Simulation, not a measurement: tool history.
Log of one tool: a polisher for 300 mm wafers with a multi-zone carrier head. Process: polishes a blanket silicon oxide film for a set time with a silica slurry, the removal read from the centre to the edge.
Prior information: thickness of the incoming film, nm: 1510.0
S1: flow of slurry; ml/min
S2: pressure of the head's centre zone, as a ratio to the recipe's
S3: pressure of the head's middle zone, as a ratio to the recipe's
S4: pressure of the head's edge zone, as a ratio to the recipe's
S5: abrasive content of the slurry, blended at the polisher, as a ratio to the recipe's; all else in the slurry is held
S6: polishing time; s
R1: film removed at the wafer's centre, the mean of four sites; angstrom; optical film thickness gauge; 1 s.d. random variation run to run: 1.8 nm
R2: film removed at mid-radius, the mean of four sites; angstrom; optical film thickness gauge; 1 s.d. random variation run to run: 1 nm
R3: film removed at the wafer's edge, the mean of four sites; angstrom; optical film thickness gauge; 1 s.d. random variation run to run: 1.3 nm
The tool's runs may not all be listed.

run 1 hour=0 | S1=125 S2=1 S3=1 S4=1 S5=1 S6=72 | R1=3053.3 R2=3000.3 R3=2942.4
run 2 hour=1.1 | S1=125 S2=1 S3=1 S4=1 S5=1 S6=54 | R1=2303.5 R2=2243 R3=2209.6
run 3 hour=6.8 | S1=125 S2=1.04 S3=1 S4=1 S5=1 S6=54 | R1=2395.5 R2=2225.1 R3=2173.7
run 4 hour=9.8 | S1=115 S2=1.04 S3=1 S4=1 S5=1 S6=54 | R1=2455.6 R2=2184.6 R3=2167.2
run 5 hour=11.9 | S1=115 S2=1.04 S3=1 S4=1 S5=1.15 S6=54 | R1=2550.4 R2=2355.9 R3=2351.5
-- hour=16.1 centre zone pressure recalibrated
run 6 hour=16.1 | S1=115 S2=1.01 S3=0.99 S4=1.01 S5=1.05 S6=53 | R1=2201.3 R2=2194.8 R3=2219.3
run 7 hour=22.3 | S1=85 S2=0.92 S3=0.89 S4=0.91 S5=0.8 S6=51 | R1=1542.7 R2=1567.7 R3=1659.9

What will run 8 give?
run 8 hour=26.2 | S1=85 S2=0.91 S3=0.89 S4=0.91 S5=0.8 S6=51 | R1=? R2=? R3=?

{"run 8": {"R1": 1539.8, "R2": 1574.9, "R3": 1682.4}}

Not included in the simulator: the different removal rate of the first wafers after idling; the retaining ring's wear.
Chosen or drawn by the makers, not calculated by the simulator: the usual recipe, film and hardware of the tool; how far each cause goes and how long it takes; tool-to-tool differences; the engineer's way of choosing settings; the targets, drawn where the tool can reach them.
